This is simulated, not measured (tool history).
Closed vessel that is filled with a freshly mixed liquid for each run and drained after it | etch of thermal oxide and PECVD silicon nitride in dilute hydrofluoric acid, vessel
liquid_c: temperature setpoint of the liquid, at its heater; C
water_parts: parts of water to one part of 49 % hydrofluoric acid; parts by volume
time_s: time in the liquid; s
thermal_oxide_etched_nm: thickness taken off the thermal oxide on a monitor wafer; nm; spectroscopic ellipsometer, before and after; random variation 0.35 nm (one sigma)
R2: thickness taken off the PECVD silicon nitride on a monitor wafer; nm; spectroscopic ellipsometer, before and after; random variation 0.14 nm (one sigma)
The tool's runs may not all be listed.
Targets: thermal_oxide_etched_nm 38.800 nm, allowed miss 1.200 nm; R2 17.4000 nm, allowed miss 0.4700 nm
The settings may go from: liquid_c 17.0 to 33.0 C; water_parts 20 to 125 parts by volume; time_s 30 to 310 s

Run 1, day 0.000: liquid_c 25.0 C, water_parts 70 parts by volume, time_s 160 s. Result: thermal_oxide_etched_nm 13.673 nm, R2 5.3512 nm.
Run 2, day 0.212: liquid_c 25.0 C, water_parts 60 parts by volume, time_s 160 s. Result: thermal_oxide_etched_nm 16.010 nm, R2 6.1960 nm.
Run 3, day 0.604: liquid_c 27.5 C, water_parts 50 parts by volume, time_s 160 s. Result: thermal_oxide_etched_nm 21.557 nm, R2 8.7405 nm.
Run 4, day 0.967: liquid_c 27.5 C, water_parts 35 parts by volume, time_s 160 s. Result: thermal_oxide_etched_nm 31.503 nm, R2 12.4020 nm.
Run 5, day 1.154: liquid_c 27.5 C, water_parts 25 parts by volume, time_s 160 s. Result: thermal_oxide_etched_nm 43.720 nm, R2 17.3090 nm.
Run 6, day 1.271: liquid_c 29.0 C, water_parts 30 parts by volume, time_s 160 s. Result: thermal_oxide_etched_nm 39.279 nm, R2 15.9200 nm.
Run 7, day 1.546: liquid_c 30.0 C, water_parts 30 parts by volume, time_s 160 s. Result: thermal_oxide_etched_nm 41.274 nm, R2 17.1730 nm.
Run 8, day 1.779: liquid_c 32.5 C, water_parts 45 parts by volume, time_s 165 s. Result: thermal_oxide_etched_nm 29.749 nm, R2 14.0330 nm.
Run 9, day 1.896: liquid_c 32.5 C, water_parts 40 parts by volume, time_s 165 s. Result: thermal_oxide_etched_nm 34.388 nm, R2 15.7320 nm.

4 next moves are on the table. One of them brings every result within its allowed miss. Which?
Run A, day 2.012: liquid_c 31.0 C, water_parts 55 parts by volume, time_s 260 s. Result: thermal_oxide_etched_nm ?, R2 ?.
Run B, day 2.012: liquid_c 32.5 C, water_parts 35 parts by volume, time_s 160 s. Result: thermal_oxide_etched_nm ?, R2 ?.
Run C, day 2.012: liquid_c 29.0 C, water_parts 50 parts by volume, time_s 285 s. Result: thermal_oxide_etched_nm ?, R2 ?.
Run D, day 2.012: liquid_c 33.0 C, water_parts 55 parts by volume, time_s 255 s. Result: thermal_oxide_etched_nm ?, R2 ?.

move  thermal_oxide_etched_nm       R2
   A                   37.060  16.2270
   B                   39.171  17.1680
   C                   41.614  17.1810
   D                   39.261  18.0700
A: nearer than the last run, and not there yet
B: meets every target
C: takes the result that was furthest off past its target
D: brings the result that was furthest off to its target, and leaves another outside
Answer: B
